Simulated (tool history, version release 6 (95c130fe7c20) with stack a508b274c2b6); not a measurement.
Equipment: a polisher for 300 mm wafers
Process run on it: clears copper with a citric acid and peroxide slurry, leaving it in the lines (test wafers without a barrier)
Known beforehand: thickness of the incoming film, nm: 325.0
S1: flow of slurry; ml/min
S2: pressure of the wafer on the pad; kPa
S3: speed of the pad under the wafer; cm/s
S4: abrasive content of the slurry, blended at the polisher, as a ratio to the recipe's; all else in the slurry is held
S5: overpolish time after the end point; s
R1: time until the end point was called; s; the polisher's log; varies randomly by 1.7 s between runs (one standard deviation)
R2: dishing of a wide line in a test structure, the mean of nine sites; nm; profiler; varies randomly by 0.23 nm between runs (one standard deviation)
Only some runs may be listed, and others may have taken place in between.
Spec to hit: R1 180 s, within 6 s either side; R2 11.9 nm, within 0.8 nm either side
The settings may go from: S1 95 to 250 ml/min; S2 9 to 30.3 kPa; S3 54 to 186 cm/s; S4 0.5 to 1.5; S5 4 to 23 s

Run 1, day 0: S1 160 ml/min, S2 19.3 kPa, S3 118 cm/s, S4 1, S5 12 s. Result: R1 150.65 s, R2 16.135 nm.
Run 2, day 0.042: S1 160 ml/min, S2 19.3 kPa, S3 118 cm/s, S4 1, S5 7 s. Result: R1 150.17 s, R2 10.466 nm.
Run 3, day 0.112: S1 155 ml/min, S2 18.6 kPa, S3 118 cm/s, S4 1, S5 8 s. Result: R1 159.7 s, R2 11.388 nm.
Run 4, day 0.45: S1 145 ml/min, S2 17.9 kPa, S3 118 cm/s, S4 1, S5 8 s. Result: R1 165.43 s, R2 10.607 nm.
Run 5, day 0.758: S1 145 ml/min, S2 20 kPa, S3 118 cm/s, S4 1, S5 8 s. Result: R1 147.77 s, R2 11.55 nm.
Run 6, day 1.129: S1 145 ml/min, S2 20 kPa, S3 118 cm/s, S4 1, S5 13 s. Result: R1 145.91 s, R2 17.926 nm.
Run 7, day 1.367: S1 145 ml/min, S2 18.6 kPa, S3 118 cm/s, S4 1, S5 12 s. Result: R1 159.28 s, R2 15.271 nm.
Run 8, day 1.392: S1 140 ml/min, S2 17.9 kPa, S3 118 cm/s, S4 1, S5 11 s. Result: R1 167.03 s, R2 13.941 nm.
Run 9, day 1.525: S1 140 ml/min, S2 17.9 kPa, S3 118 cm/s, S4 1, S5 11 s. Result: R1 164.49 s, R2 14.078 nm.
Run 10, day 1.867: S1 140 ml/min, S2 17.2 kPa, S3 118 cm/s, S4 1, S5 11 s. Result: R1 176.15 s, R2 13.319 nm.

Next run, 4 choices. One meets every target within its allowed miss, the rest don't. Which?
Run A, day 2.208: S1 140 ml/min, S2 15.2 kPa, S3 124 cm/s, S4 1.2, S5 14 s. Result: R1 ?, R2 ?.
Run B, day 2.208: S1 135 ml/min, S2 16.5 kPa, S3 118 cm/s, S4 1, S5 14 s. Result: R1 ?, R2 ?.
Run C, day 2.208: S1 165 ml/min, S2 18.6 kPa, S3 98 cm/s, S4 1, S5 10 s. Result: R1 ?, R2 ?.
Run D, day 2.208: S1 120 ml/min, S2 15.9 kPa, S3 134 cm/s, S4 0.95, S5 13 s. Result: R1 ?, R2 ?.

move      R1      R2
   A  179.49   15.79
   B  181.23   15.71
   C  181.52  11.783
   D  176.36  15.079
A: lands further from the targets than the last run did
B: lands further from the targets than the last run did
C: every result lands within tolerance
D: lands further from the targets than the last run did
So the answer is move C, the one that meets all the targets.
